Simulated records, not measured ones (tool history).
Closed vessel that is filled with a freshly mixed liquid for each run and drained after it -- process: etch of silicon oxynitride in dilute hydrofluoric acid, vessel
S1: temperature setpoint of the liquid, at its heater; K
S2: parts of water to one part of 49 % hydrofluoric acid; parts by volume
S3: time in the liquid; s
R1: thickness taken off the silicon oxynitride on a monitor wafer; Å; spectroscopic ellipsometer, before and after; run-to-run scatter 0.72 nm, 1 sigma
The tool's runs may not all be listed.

Run 1, hour 0.0: S1 296.15 K, S2 140 parts by volume, S3 2910 s. Result: R1 810.49 Å.
Run 2, hour 6.4: S1 296.15 K, S2 105 parts by volume, S3 2910 s. Result: R1 1116.90 Å.
Run 3, hour 12.3: S1 296.15 K, S2 105 parts by volume, S3 2910 s. Result: R1 1125.00 Å.
Run 4, hour 15.3: S1 295.65 K, S2 105 parts by volume, S3 2910 s. Result: R1 1079.00 Å.
Run 5, hour 18.0: S1 295.15 K, S2 105 parts by volume, S3 2910 s. Result: R1 1063.00 Å.
Run 6, hour 19.1: S1 298.65 K, S2 105 parts by volume, S3 2910 s. Result: R1 1256.80 Å.
Run 7, hour 21.0: S1 297.65 K, S2 105 parts by volume, S3 2910 s. Result: R1 1192.10 Å.

Predict the results of run 8:
Run 8, hour 23.1: S1 296.65 K, S2 105 parts by volume, S3 2910 s. Result: R1 ?.

{"run 8": {"R1": 1140.8}}

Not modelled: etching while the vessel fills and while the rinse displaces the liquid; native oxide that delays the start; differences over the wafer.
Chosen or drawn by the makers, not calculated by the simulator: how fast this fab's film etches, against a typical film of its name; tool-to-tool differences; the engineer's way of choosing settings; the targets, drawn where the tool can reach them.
